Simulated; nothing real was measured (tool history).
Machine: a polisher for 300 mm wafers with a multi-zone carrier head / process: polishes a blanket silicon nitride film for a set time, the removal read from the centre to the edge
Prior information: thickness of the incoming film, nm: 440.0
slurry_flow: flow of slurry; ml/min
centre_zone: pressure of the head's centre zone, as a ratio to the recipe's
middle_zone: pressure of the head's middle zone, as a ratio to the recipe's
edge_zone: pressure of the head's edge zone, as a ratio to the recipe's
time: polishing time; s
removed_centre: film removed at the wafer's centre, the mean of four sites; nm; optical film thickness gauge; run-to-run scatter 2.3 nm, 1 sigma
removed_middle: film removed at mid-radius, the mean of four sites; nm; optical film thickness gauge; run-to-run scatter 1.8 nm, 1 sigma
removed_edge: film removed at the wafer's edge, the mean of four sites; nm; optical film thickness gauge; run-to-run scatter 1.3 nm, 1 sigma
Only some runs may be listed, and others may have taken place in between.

run    day  slurry_flow  centre_zone  middle_zone  edge_zone  time  removed_centre  removed_middle  removed_edge
  1  0.000          195         1.00         1.00       1.00    78          124.10          124.95        127.44
  2  0.354          195         1.07         1.00       1.00    78          135.74          128.01        123.66
  3  0.471          205         1.06         1.00       1.04    83          143.31          136.44        136.37
  4  0.512          160         1.06         1.00       1.04    83          135.88          131.64        132.05
  5  0.558          160         1.06         1.00       0.98    83          136.42          130.49        130.64
  6  0.692          170         1.04         0.99       1.00    88          147.75          138.02        138.48

Forecast run 7:
  7  0.733          180         1.02         0.99       1.04    92               ?               ?             ?

removed_centre: 147.22 nm
removed_middle: 145.70 nm
removed_edge: 151.21 nm
